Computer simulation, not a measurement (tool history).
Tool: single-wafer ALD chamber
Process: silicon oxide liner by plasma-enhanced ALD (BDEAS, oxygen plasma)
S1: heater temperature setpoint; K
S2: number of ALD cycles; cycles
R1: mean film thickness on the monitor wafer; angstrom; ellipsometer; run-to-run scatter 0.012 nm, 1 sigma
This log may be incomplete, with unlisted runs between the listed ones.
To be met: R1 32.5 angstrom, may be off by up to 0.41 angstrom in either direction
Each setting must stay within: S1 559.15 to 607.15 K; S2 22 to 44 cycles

| run | hour | S1 | S2 | R1 |
|---|---|---|---|---|
| 1 | 0 | 583.15 | 33 | 26.992 |
| 2 | 5 | 583.15 | 30 | 24.42 |
| 3 | 13.3 | 583.15 | 32 | 25.978 |
| 4 | 14.6 | 590.15 | 32 | 25.963 |
| 5 | 16.7 | 590.15 | 34 | 27.657 |
| 6 | 22.3 | 589.15 | 35 | 28.344 |
| 7 | 25 | 589.15 | 36 | 29.156 |
| 8 | 29.7 | 589.15 | 37 | 29.924 |
| 9 | 32.2 | 589.15 | 37 | 29.932 |
| 10 | 34.3 | 589.15 | 38 | 30.786 |

Which one of the following 5 next-run settings gets every result inside its allowed miss? There is exactly one.
| A | 36.4 | 580.15 | 41 | ? |
| B | 36.4 | 587.15 | 39 | ? |
| C | 36.4 | 589.15 | 37 | ? |
| D | 36.4 | 592.15 | 42 | ? |
| E | 36.4 | 589.15 | 40 | ? |

| move | R1 |
|---|---|
| A | 33.422 |
| B | 31.496 |
| C | 29.801 |
| D | 33.691 |
| E | 32.217 |
A: moves the result that the last run missed by most past its target, out the other side
B: closer than the last run, but not yet in spec
C: misses by more than the last run did
D: moves the result that the last run missed by most past its target, out the other side
E: all results in spec
The move that meets every target is E.
